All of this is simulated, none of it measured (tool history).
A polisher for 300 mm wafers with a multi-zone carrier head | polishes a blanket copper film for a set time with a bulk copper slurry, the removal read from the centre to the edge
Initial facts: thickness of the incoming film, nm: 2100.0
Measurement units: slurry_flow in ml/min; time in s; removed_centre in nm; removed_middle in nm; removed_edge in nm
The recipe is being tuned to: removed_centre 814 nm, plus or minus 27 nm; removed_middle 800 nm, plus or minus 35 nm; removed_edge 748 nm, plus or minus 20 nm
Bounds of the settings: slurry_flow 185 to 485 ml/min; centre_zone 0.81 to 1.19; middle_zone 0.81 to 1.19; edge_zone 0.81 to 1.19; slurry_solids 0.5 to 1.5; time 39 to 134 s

run	hour	slurry_flow	centre_zone	middle_zone	edge_zone	slurry_solids	time	removed_centre	removed_middle	removed_edge
1	0	310	1	1	1	1	86	516.17	531.43	511.67
2	5.2	310	1.05	1	1	1	86	528.57	514.2	514.34
3	8.3	310	1.05	1	1.07	1	86	526.4	518.38	530.04
4	12	360	1.05	1	1.07	1	86	533.35	521.6	537.77
5	15.8	360	1.12	1	1.07	1	86	568.4	529.18	538.5
6	22	360	1.12	0.94	1.07	1	86	571.69	494.75	542.45
7	27.6	370	1.14	0.99	1.08	1.15	92	657.41	584.78	609.18
8	30.8	375	1.15	1.03	1.1	1.25	94	687.12	633.15	636.76
9	36.6	380	1.16	1.06	1.12	1.35	96	740.41	683.04	677.18
10	45.2	385	1.16	1.09	1.14	1.4	97	756.23	699.36	693.4
11	47	390	1.16	1.12	1.14	1.45	99	773.29	751.86	721
12	47.9	395	1.17	1.13	1.15	1.45	99	784.2	759.19	735.99
13	54.2	400	1.18	1.14	1.14	1.45	99	781.67	765.15	728.71
# hour 58.9: worn pad replaced by a new one
14	58.9	400	1.18	1.14	1.13	1.45	100	869.24	817.66	777.09
15	62.2	385	1.18	1.15	1.13	1.45	100	845.57	833.68	776.46
16	64	395	1.18	1.15	1.13	1.45	100	830.73	843.12	772.77
17	68.4	395	1.18	1.15	1.13	1.45	100	865.2	831.83	776.78
18	71.5	390	1.17	1.15	1.13	1.45	100	855.97	843.22	787.57

Which single option among these 5 for the next run brings every result within its allowed miss of target? Just one does.
A	74.6	445	1.05	1.02	1.18	1.25	113	?	?	?
B	74.6	335	1.17	1.14	1.13	1.5	96	?	?	?
C	74.6	345	1.13	1.04	1.11	1.5	110	?	?	?
D	74.6	475	1.16	1.12	1.12	1.35	108	?	?	?
E	74.6	370	1.15	1.09	1.17	1.5	101	?	?	?

move	removed_centre	removed_middle	removed_edge
A	831.06	819.33	879.85
B	810.44	788.55	756.15
C	898.75	837.82	861.53
D	903.13	870.87	839.03
E	845.91	805.47	816.07
A: moves away from the targets compared with the last run
B: every result within its allowed miss
C: moves away from the targets compared with the last run
D: moves away from the targets compared with the last run
E: moves away from the targets compared with the last run
Move B is the one to make.
